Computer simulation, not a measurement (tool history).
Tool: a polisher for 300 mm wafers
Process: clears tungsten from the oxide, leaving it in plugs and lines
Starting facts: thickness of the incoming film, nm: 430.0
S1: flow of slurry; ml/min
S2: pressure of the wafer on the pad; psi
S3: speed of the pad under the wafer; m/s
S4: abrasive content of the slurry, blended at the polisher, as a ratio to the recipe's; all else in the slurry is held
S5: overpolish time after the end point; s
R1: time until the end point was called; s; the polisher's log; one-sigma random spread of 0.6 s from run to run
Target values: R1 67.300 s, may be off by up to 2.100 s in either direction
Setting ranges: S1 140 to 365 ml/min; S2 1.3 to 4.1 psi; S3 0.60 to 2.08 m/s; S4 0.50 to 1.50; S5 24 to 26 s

run    day   S1   S2    S3    S4  S5       R1
  1  0.000  235  2.7  1.34  1.00  24   80.867
  2  0.212  235  2.8  1.34  1.00  24   76.976
  3  0.288  235  2.8  1.02  1.00  24  100.410
  4  0.529  235  2.9  1.02  1.00  24   95.945
  5  0.871  235  2.9  0.84  1.00  24  116.520
  6  1.229  235  2.9  0.84  1.20  24  112.210
  7  1.412  235  3.1  0.84  1.20  24  104.400
  8  1.617  235  3.2  0.86  1.20  24  100.790
  9  1.967  245  3.9  1.00  1.20  24   70.050

Pick the move, out of 4, that brings all results within their allowed miss; only one does.
  A  2.317  245  4.0  1.12  1.20  24   ?
  B  2.317  340  4.0  0.98  1.25  24   ?
  C  2.317  290  4.0  1.08  1.30  26   ?
  D  2.317  285  4.1  1.10  1.20  24   ?

move      R1
   A  62.439
   B  68.409
   C  62.619
   D  61.139
A: takes the biggest miss from the last run beyond its target
B: meets every target
C: takes the biggest miss from the last run beyond its target
D: takes the biggest miss from the last run beyond its target
The right move is B.
